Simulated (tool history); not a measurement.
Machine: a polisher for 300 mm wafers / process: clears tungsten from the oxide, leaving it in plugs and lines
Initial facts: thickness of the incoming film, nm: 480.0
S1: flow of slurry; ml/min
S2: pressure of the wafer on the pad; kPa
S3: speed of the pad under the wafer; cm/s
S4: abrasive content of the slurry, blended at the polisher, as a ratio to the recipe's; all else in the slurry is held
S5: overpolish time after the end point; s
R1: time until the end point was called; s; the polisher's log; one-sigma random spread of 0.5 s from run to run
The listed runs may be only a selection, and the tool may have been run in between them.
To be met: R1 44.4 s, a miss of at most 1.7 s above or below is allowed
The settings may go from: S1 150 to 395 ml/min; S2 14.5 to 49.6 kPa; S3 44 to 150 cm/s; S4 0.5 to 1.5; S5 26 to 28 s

run  hour   S1    S2   S3  S4  S5      R1
  1     0  250  31.7   96   1  26   73.83
  2   2.3  250  35.2   96   1  26  66.105
  3  10.1  250  37.9   96   1  26  62.565
  4  11.6  250  42.1   96   1  26  56.708
  5  16.9  285  42.1   96   1  26  55.014
  6  25.1  335  42.1   96   1  26  55.654
  7  31.4  335  49.6   98   1  26  46.915
  8  38.3  335  49.6  100   1  26   46.96

Exactly one of the 4 candidate moves below puts every result within its allowed miss. Which one?
  A  45.2  290  49.6   92   1.1  26   ?
  B  45.2  325  45.5   94  0.95  28   ?
  C  45.2  345  49.6  108   0.9  28   ?
  D  45.2  360    49  100   0.9  27   ?

move      R1
   A  49.117
   B  53.979
   C  44.307
   D  48.215
A: the biggest miss grows against the last run
B: the biggest miss grows against the last run
C: all results land within tolerance of their targets
D: the biggest miss grows against the last run
Correct choice: C, which meets every target
